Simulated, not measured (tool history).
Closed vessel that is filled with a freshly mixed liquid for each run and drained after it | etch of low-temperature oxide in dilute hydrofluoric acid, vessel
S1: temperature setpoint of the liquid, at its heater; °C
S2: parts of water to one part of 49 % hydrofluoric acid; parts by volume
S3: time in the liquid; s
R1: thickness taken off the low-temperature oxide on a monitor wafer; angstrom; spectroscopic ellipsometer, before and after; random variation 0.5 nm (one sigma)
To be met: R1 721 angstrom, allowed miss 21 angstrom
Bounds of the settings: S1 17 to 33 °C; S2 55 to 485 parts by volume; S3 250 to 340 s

Run 1, hour 0: S1 25 °C, S2 270 parts by volume, S3 340 s. Result: R1 290.37 angstrom.
Run 2, hour 5.3: S1 23.5 °C, S2 270 parts by volume, S3 340 s. Result: R1 268.57 angstrom.
Run 3, hour 14.2: S1 24.5 °C, S2 255 parts by volume, S3 340 s. Result: R1 304.26 angstrom.
Run 4, hour 16: S1 24.5 °C, S2 165 parts by volume, S3 340 s. Result: R1 516.08 angstrom.
Run 5, hour 23.3: S1 25.5 °C, S2 165 parts by volume, S3 340 s. Result: R1 543.45 angstrom.
Run 6, hour 31.7: S1 25.5 °C, S2 110 parts by volume, S3 340 s. Result: R1 860.86 angstrom.
Run 7, hour 33.6: S1 25 °C, S2 110 parts by volume, S3 340 s. Result: R1 851.97 angstrom.
Run 8, hour 39.2: S1 21 °C, S2 115 parts by volume, S3 340 s. Result: R1 686.3 angstrom.

Which of these 5 next moves meets every target?
Run A, hour 44.8: S1 20.5 °C, S2 120 parts by volume, S3 335 s. Result: R1 ?.
Run B, hour 44.8: S1 21.5 °C, S2 110 parts by volume, S3 335 s. Result: R1 ?.
Run C, hour 44.8: S1 18 °C, S2 110 parts by volume, S3 340 s. Result: R1 ?.
Run D, hour 44.8: S1 22 °C, S2 125 parts by volume, S3 340 s. Result: R1 ?.
Run E, hour 44.8: S1 22.5 °C, S2 130 parts by volume, S3 340 s. Result: R1 ?.

move      R1
   A  632.04
   B  725.92
   C  638.49
   D  650.27
   E  634.14
A: further off than the last run
B: meets every target
C: further off than the last run
D: further off than the last run
E: further off than the last run
Move B is the one to make.

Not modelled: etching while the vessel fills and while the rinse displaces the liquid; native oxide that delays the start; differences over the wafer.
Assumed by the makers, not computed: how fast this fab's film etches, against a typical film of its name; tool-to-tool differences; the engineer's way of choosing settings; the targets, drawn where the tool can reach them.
